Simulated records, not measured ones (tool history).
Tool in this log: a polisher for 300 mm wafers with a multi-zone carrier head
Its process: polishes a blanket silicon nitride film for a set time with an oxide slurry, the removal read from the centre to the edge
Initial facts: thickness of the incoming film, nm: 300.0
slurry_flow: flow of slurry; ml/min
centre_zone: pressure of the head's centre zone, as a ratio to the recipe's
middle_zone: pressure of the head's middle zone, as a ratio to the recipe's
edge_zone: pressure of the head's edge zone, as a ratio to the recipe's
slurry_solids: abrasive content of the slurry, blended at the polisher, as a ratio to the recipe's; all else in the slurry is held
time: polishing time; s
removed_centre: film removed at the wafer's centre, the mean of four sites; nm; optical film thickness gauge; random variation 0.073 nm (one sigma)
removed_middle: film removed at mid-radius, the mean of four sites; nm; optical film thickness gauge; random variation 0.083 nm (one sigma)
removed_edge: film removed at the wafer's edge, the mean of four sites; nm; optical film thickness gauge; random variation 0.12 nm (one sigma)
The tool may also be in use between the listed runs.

run	hour	slurry_flow	centre_zone	middle_zone	edge_zone	slurry_solids	time	removed_centre	removed_middle	removed_edge
1	0.0	275	1.00	1.00	1.00	1.00	48	20.6940	19.9600	20.8950
2	5.0	260	0.99	0.96	0.96	0.85	41	16.4140	15.1650	15.8470
3	6.7	250	0.96	0.92	0.95	0.75	37	13.1350	12.3860	13.8000
4	9.3	250	0.96	0.92	0.95	0.75	46	16.6330	15.7880	16.4510
5	16.0	250	0.96	0.92	0.87	0.75	46	16.6280	15.8490	15.9790
6	24.5	245	0.96	0.90	0.86	0.70	40	13.9080	12.8910	13.6040
7	27.3	250	0.98	0.87	0.81	0.50	26	7.4456	6.5689	6.8052
8	34.5	250	1.05	0.95	0.91	0.55	24	7.8253	6.9167	7.2883
9	39.4	250	1.06	0.96	0.95	0.60	24	8.2112	7.4558	7.7411
10	42.0	255	1.07	0.95	0.98	0.60	24	8.3060	7.3003	7.7642
11	49.1	255	1.07	0.95	0.98	0.60	24	8.5217	7.2285	7.7490
12	57.1	260	1.06	0.95	1.00	0.60	24	8.2929	7.4868	7.7644
13	58.4	255	1.10	0.86	1.10	0.75	24	9.7457	7.6481	9.3108
14	60.4	250	1.09	0.88	1.09	0.75	24	9.7843	7.7515	9.0570
15	61.9	250	1.07	0.89	1.09	0.75	24	9.3932	7.9183	9.1741
16	65.7	245	1.07	0.90	1.09	0.75	24	9.4643	7.9963	9.3223

What will run 17 give?
17	71.0	245	1.07	0.91	1.08	0.75	24	?	?	?

removed_centre: 9.4311 nm
removed_middle: 8.0208 nm
removed_edge: 9.0561 nm
